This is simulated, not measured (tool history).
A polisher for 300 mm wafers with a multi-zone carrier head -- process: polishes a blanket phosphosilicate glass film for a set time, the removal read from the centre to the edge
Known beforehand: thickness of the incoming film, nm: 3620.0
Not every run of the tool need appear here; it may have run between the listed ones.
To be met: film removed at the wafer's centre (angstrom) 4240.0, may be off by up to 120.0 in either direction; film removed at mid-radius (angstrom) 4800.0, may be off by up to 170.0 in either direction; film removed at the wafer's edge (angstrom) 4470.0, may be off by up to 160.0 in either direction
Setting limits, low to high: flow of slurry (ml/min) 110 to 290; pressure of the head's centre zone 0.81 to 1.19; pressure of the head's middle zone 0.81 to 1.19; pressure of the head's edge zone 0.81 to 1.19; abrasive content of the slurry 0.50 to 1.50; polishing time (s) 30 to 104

run  hour  flow of slurry (ml/min)  pressure of the head's centre zone  pressure of the head's middle zone  pressure of the head's edge zone  abrasive content of the slurry  polishing time (s)  film removed at the wafer's centre (angstrom)  film removed at mid-radius (angstrom)  film removed at the wafer's edge (angstrom)
  1   0.0                      185                                1.00                                1.00                              1.00                            1.00                  67                                         6429.6                                 6344.0                                       6360.7
  2   4.8                      155                                1.00                                1.00                              1.00                            1.00                  67                                         6330.9                                 6257.1                                       6283.9
  3  11.5                      155                                0.98                                1.00                              0.98                            0.95                  67                                         5958.8                                 5906.2                                       5959.2
  4  19.5                      155                                0.98                                1.00                              0.90                            0.95                  67                                         5969.1                                 5965.3                                       5871.7
  5  26.9                      180                                0.98                                1.00                              0.90                            0.95                  67                                         6140.9                                 5995.7                                       5853.8
  6  29.7                      180                                0.96                                1.01                              0.89                            0.90                  67                                         5798.7                                 6028.3                                       5715.4
  7  31.4                      180                                0.95                                1.00                              0.88                            0.85                  67                                         5543.9                                 5633.1                                       5448.5
  8  36.7                      155                                0.85                                1.05                              0.81                            0.60                  66                                         3612.2                                 4295.6                                       3751.5
  9  43.6                      165                                0.85                                1.05                              0.82                            0.60                  66                                         3667.9                                 4372.7                                       3857.5
 10  52.3                      175                                0.85                                1.05                              0.83                            0.60                  66                                         3673.8                                 4380.6                                       3859.5
 11  59.9                      185                                0.86                                1.05                              0.85                            0.60                  66                                         3698.8                                 4416.4                                       3876.4
 12  65.0                      185                                0.87                                1.05                              0.87                            0.60                  66                                         3770.6                                 4402.7                                       3953.3
 13  71.8                      190                                0.87                                1.05                              0.88                            0.60                  66                                         3835.5                                 4336.6                                       3987.8
 14  74.7                      190                                0.87                                1.05                              0.89                            0.60                  66                                         3784.0                                 4445.9                                       3997.6
 15  82.9                      240                                0.92                                1.02                              0.99                            0.70                  66                                         4721.6                                 5081.9                                       4899.6
 16  88.8                      230                                0.92                                1.02                              0.98                            0.70                  66                                         4667.2                                 5057.0                                       4889.9
 17  93.4                      180                                0.89                                1.03                              0.88                            0.65                  66                                         4137.5                                 4615.0                                       4291.5
 18  98.9                      180                                0.89                                1.03                              0.88                            0.65                  66                                         4117.4                                 4631.2                                       4287.5

Next run, 5 choices. One meets every target within its allowed miss, the rest don't. Which?
  A  104.4                      195                                0.82                                1.10                              0.86                            0.75                  58                                              ?                                      ?                                            ?
  B  104.4                      170                                0.86                                1.07                              0.89                            0.75                  57                                              ?                                      ?                                            ?
  C  104.4                      130                                1.01                                1.12                              0.89                            0.60                  69                                              ?                                      ?                                            ?
  D  104.4                      205                                0.87                                1.02                              0.89                            0.70                  63                                              ?                                      ?                                            ?
  E  104.4                      145                                0.85                                1.04                              0.92                            0.75                  61                                              ?                                      ?                                            ?

move  film removed at the wafer's centre (angstrom)  film removed at mid-radius (angstrom)  film removed at the wafer's edge (angstrom)
   A                                         3880.7                                 4955.2                                       4317.6
   B                                         3892.3                                 4665.8                                       4241.4
   C                                         4232.5                                 4594.2                                       4064.5
   D                                         4221.0                                 4796.3                                       4513.9
   E                                         4010.8                                 4756.7                                       4519.4
A: the worst result of the last run now meets its target, but another is out of spec
B: moves away from the targets compared with the last run
C: moves away from the targets compared with the last run
D: all results in spec
E: the worst result of the last run now meets its target, but another is out of spec
So the answer is move D, the one that meets all the targets.
